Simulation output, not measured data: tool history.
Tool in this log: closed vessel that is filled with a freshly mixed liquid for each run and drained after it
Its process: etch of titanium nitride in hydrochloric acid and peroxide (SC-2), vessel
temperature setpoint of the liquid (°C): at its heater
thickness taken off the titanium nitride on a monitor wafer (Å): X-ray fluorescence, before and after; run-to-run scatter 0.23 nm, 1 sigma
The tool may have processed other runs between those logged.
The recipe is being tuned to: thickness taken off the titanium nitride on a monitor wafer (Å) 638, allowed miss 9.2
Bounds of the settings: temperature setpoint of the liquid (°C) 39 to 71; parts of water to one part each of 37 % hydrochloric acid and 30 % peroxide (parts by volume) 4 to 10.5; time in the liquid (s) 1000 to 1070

| run | hour | temperature setpoint of the liquid (°C) | parts of water to one part each of 37 % hydrochloric acid and 30 % peroxide (parts by volume) | time in the liquid (s) | thickness taken off the titanium nitride on a monitor wafer (Å) |
|---|---|---|---|---|---|
| 1 | 0 | 55 | 5.5 | 1000 | 855.75 |
| 2 | 9.3 | 54 | 5.5 | 1000 | 795.8 |
| 3 | 10.8 | 53 | 5.5 | 1000 | 750.33 |
| 4 | 13.3 | 52.5 | 5.5 | 1000 | 722.6 |
| 5 | 14.6 | 52 | 5.5 | 1000 | 701.56 |
| 6 | 22.4 | 52 | 5.5 | 1070 | 746.56 |
| 7 | 26.4 | 51.5 | 5.5 | 1070 | 729.23 |
| 8 | 34.5 | 51 | 5.5 | 1070 | 700.86 |
|  | 42.7 | chemicals flow meter replaced |
| 9 | 42.7 | 49.5 | 5.5 | 1070 | 596.4 |
| 10 | 49.2 | 50 | 5.5 | 1070 | 619.11 |

Consider the 5 candidate settings below. Which is the only one whose results all fall within their allowed miss of target?
| A | 55.7 | 49 | 5 | 1030 | ? |
| B | 55.7 | 51 | 5.5 | 1070 | ? |
| C | 55.7 | 53.5 | 6.5 | 1000 | ? |
| D | 55.7 | 48 | 4.5 | 1070 | ? |
| E | 55.7 | 46.5 | 4 | 1070 | ? |

| move | thickness taken off the titanium nitride on a monitor wafer (Å) |
|---|---|
| A | 597.57 |
| B | 662.05 |
| C | 643.49 |
| D | 625.02 |
| E | 611.61 |
A: moves away from the targets compared with the last run
B: carries the result that was furthest off beyond its target, to the other side
C: all results land within tolerance of their targets
D: closer than the last run, but not yet in spec
E: moves away from the targets compared with the last run
Move C is the one to make.
